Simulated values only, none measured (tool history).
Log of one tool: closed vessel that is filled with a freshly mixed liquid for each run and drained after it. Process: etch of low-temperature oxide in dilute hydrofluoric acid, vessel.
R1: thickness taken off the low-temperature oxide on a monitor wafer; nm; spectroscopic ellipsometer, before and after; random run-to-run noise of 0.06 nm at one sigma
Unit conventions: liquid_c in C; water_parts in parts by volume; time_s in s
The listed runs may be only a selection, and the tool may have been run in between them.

run 1 day=0 | liquid_c=23 water_parts=190 time_s=95 | R1=12.086
run 2 day=0.088 | liquid_c=21 water_parts=200 time_s=95 | R1=10.451
run 3 day=0.254 | liquid_c=21 water_parts=200 time_s=95 | R1=10.426
run 4 day=0.383 | liquid_c=21 water_parts=200 time_s=95 | R1=10.566
-- day=0.554 thermometer replaced
run 5 day=0.554 | liquid_c=18 water_parts=200 time_s=95 | R1=9.9555
run 6 day=0.767 | liquid_c=17.5 water_parts=210 time_s=95 | R1=9.0595
run 7 day=0.896 | liquid_c=17.5 water_parts=215 time_s=95 | R1=8.8888

What does the tool deliver on the next run?
run 8 day=1.242 | liquid_c=17.5 water_parts=220 time_s=95 | R1=?

{"run 8": {"R1": 8.5728}}
